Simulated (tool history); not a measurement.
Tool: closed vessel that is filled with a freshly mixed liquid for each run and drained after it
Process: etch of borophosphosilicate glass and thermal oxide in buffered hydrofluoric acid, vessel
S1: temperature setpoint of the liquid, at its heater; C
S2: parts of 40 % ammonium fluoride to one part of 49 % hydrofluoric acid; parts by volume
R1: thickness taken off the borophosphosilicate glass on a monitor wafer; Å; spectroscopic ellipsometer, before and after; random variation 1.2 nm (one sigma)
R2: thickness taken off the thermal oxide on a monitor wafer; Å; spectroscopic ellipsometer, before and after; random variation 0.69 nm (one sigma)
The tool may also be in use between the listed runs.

run 1 hour=0 | S1=24 S2=9.5 time_in_the_liquid_(s)=60 | R1=1270.5 R2=623.77
run 2 hour=8.5 | S1=25.5 S2=9.5 time_in_the_liquid_(s)=60 | R1=1396.2 R2=670.07
run 3 hour=12.2 | S1=29 S2=9.5 time_in_the_liquid_(s)=60 | R1=1646.5 R2=790.95
run 4 hour=14.9 | S1=29 S2=9.5 time_in_the_liquid_(s)=40 | R1=1082.3 R2=534.19
run 5 hour=21.9 | S1=27 S2=9.5 time_in_the_liquid_(s)=40 | R1=993.2 R2=483.38
run 6 hour=29.3 | S1=28.5 S2=8.5 time_in_the_liquid_(s)=40 | R1=1177.4 R2=564.27
run 7 hour=34.9 | S1=29.5 S2=8 time_in_the_liquid_(s)=40 | R1=1290.3 R2=623.93
run 8 hour=40.7 | S1=30.5 S2=7.5 time_in_the_liquid_(s)=40 | R1=1448.8 R2=704.64

Forecast run 9:
run 9 hour=46.8 | S1=31 S2=7 time_in_the_liquid_(s)=40 | R1=? R2=?

Run 9 gave R1 1630.5 Å, R2 783.93 Å.

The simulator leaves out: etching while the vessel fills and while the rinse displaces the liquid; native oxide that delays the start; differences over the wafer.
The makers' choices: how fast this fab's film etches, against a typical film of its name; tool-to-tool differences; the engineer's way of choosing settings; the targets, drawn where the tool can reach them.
